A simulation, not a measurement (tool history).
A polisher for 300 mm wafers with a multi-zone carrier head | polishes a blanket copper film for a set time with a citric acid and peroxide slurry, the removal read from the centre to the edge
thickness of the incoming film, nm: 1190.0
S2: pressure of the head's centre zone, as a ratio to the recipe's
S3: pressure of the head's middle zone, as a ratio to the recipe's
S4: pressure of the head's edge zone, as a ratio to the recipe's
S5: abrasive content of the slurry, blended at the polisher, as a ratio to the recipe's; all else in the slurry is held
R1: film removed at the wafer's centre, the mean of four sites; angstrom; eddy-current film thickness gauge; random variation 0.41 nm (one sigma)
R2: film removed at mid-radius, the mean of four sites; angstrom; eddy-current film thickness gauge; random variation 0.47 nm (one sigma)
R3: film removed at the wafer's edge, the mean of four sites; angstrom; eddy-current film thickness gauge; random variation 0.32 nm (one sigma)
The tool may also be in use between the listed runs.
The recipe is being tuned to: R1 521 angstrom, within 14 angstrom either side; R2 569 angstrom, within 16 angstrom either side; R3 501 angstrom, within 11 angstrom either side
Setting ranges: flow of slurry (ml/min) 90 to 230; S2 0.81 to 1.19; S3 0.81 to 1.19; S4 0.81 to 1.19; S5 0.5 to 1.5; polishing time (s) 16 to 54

run 1 hour=0 | flow_of_slurry_(ml/min)=150 S2=1 S3=1 S4=1 S5=1 polishing_time_(s)=35 | R1=938.58 R2=887.1 R3=904.57
run 2 hour=5.2 | flow_of_slurry_(ml/min)=115 S2=1 S3=1 S4=1 S5=1 polishing_time_(s)=35 | R1=880.29 R2=849.01 R3=869.55
run 3 hour=13.2 | flow_of_slurry_(ml/min)=115 S2=0.94 S3=1 S4=1 S5=1 polishing_time_(s)=35 | R1=832.87 R2=853.03 R3=878.13
run 4 hour=21.3 | flow_of_slurry_(ml/min)=115 S2=0.94 S3=1 S4=1.08 S5=1 polishing_time_(s)=35 | R1=846.41 R2=847.46 R3=913.99
run 5 hour=24.9 | flow_of_slurry_(ml/min)=115 S2=0.94 S3=1 S4=1 S5=1 polishing_time_(s)=35 | R1=847.79 R2=856.14 R3=869.43
run 6 hour=31.3 | flow_of_slurry_(ml/min)=115 S2=0.94 S3=1 S4=1 S5=0.9 polishing_time_(s)=35 | R1=817.38 R2=845.92 R3=862.54
run 7 hour=37.9 | flow_of_slurry_(ml/min)=115 S2=0.96 S3=1.01 S4=0.95 S5=0.8 polishing_time_(s)=31 | R1=738.43 R2=720.74 R3=725.2
run 8 hour=43.5 | flow_of_slurry_(ml/min)=110 S2=0.94 S3=1.04 S4=0.91 S5=0.7 polishing_time_(s)=29 | R1=644.09 R2=689.83 R3=646.28
run 9 hour=47.4 | flow_of_slurry_(ml/min)=110 S2=0.94 S3=1.04 S4=0.88 S5=0.65 polishing_time_(s)=27 | R1=596.37 R2=619.64 R3=580.9
run 10 hour=52.5 | flow_of_slurry_(ml/min)=110 S2=0.93 S3=1.05 S4=0.86 S5=0.6 polishing_time_(s)=26 | R1=551.77 R2=595.28 R3=548.66

Consider the 5 candidate settings below. Which is the only one whose results all fall within their allowed miss of target?
run A hour=57.6 | flow_of_slurry_(ml/min)=135 S2=0.84 S3=1.01 S4=0.9 S5=0.6 polishing_time_(s)=28 | R1=? R2=? R3=?
run B hour=57.6 | flow_of_slurry_(ml/min)=125 S2=0.9 S3=1.19 S4=0.85 S5=0.95 polishing_time_(s)=22 | R1=? R2=? R3=?
run C hour=57.6 | flow_of_slurry_(ml/min)=90 S2=0.91 S3=1 S4=1.04 S5=0.65 polishing_time_(s)=28 | R1=? R2=? R3=?
run D hour=57.6 | flow_of_slurry_(ml/min)=105 S2=0.99 S3=1.09 S4=0.81 S5=0.55 polishing_time_(s)=25 | R1=? R2=? R3=?
run E hour=57.6 | flow_of_slurry_(ml/min)=105 S2=0.94 S3=1.09 S4=0.81 S5=0.8 polishing_time_(s)=23 | R1=? R2=? R3=?

move=A R1=587.76 R2=642.56 R3=627.52
move=B R1=521.62 R2=623.13 R3=516.64
move=C R1=585.97 R2=603.69 R3=648.19
move=D R1=559.99 R2=579.13 R3=512.7
move=E R1=528.18 R2=568.63 R3=503.29
A: the biggest miss grows against the last run
B: nearer the targets than the last run, but a result is still out of spec
C: the biggest miss grows against the last run
D: nearer the targets than the last run, but a result is still out of spec
E: in spec on every target
So the answer is move E, the one that meets all the targets.

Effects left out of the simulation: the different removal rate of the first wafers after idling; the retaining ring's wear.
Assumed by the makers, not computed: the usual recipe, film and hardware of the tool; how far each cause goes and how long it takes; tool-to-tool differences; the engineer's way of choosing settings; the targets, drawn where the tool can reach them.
